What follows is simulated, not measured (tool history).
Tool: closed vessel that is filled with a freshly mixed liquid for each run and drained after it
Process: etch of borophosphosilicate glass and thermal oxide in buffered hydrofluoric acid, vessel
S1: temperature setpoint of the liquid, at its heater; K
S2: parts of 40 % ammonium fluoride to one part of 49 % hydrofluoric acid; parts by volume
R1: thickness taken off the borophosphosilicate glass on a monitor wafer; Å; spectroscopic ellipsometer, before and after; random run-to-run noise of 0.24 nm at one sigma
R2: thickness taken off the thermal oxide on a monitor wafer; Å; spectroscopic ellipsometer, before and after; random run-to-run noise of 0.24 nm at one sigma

Run 1, hour 0: S1 294.15 K, S2 9 parts by volume, time in the liquid (s) 60. Result: R1 718.91 Å, R2 614.95 Å.
Run 2, hour 3.9: S1 294.15 K, S2 9 parts by volume, time in the liquid (s) 70. Result: R1 834.02 Å, R2 707.58 Å.
Run 3, hour 12.8: S1 297.15 K, S2 9 parts by volume, time in the liquid (s) 70. Result: R1 978.63 Å, R2 843.75 Å.
Run 4, hour 15: S1 296.15 K, S2 9.5 parts by volume, time in the liquid (s) 70. Result: R1 891.03 Å, R2 772.77 Å.
Run 5, hour 17.5: S1 296.15 K, S2 9.5 parts by volume, time in the liquid (s) 55. Result: R1 702.52 Å, R2 605.33 Å.
Run 6, hour 25.7: S1 297.65 K, S2 9.5 parts by volume, time in the liquid (s) 55. Result: R1 762.89 Å, R2 656.53 Å.
Run 7, hour 29.9: S1 296.65 K, S2 10 parts by volume, time in the liquid (s) 55. Result: R1 705.65 Å, R2 600.65 Å.

The next listed run, before its measurement:
Run 8, hour 33.1: S1 296.15 K, S2 10.5 parts by volume, time in the liquid (s) 55. Result: R1 ?, R2 ?.

{"run 8": {"R1": 649.82, "R2": 552.74}}
